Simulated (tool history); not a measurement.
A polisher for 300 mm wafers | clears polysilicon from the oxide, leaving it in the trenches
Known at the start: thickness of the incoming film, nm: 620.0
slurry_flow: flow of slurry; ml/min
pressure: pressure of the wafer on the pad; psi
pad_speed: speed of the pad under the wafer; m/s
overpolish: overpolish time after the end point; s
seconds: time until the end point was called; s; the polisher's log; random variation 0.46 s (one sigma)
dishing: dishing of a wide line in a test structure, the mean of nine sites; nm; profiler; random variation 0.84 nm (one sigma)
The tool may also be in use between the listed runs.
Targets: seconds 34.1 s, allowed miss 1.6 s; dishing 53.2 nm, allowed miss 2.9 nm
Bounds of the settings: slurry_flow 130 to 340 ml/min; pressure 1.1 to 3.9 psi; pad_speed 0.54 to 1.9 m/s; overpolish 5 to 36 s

run    day  slurry_flow  pressure  pad_speed  overpolish  seconds  dishing
  1      0          220       2.5       1.22          18    46.96   69.381
  2  0.154          190       2.5       1.22          18   49.106   70.749
  3  0.275          225       2.6       1.22          15   45.658   70.379
  4  0.329          225       2.6        1.4          15   41.492   67.555
  5  0.579          250       2.5       1.52          13   38.915   67.146
  6  0.708          250       2.5        1.8          13   34.609   69.476
  7   0.75          270       2.6       1.68          11   35.273   67.607
  8  1.079          285       2.6        1.7          10   35.896   65.292
  9  1.175          285       2.6        1.7          10   35.301   66.561
 10  1.267          295       2.7       1.68           9   33.916    65.37
 11  1.521          305       2.8       1.58           8   35.386    62.58
 12  1.596          315         3       1.46           7   33.797   62.685

5 next moves are on the table. One of them brings every result within its allowed miss. Which?
  A  1.671          300       3.6       1.38           5        ?        ?
  B  1.671          335       2.9       1.56           7        ?        ?
  C  1.671          290       2.9       1.62          16        ?        ?
  D  1.671          340       3.6       1.16           5        ?        ?
  E  1.671          275       3.3       1.36           8        ?        ?

move  seconds  dishing
   A   30.368   56.498
   B   33.203    62.07
   C   32.702   71.882
   D   33.914   53.743
   E   33.405   64.519
A: nearer than the last run, and not there yet
B: nearer than the last run, and not there yet
C: further off than the last run
D: meets every target
E: further off than the last run
Answer: D
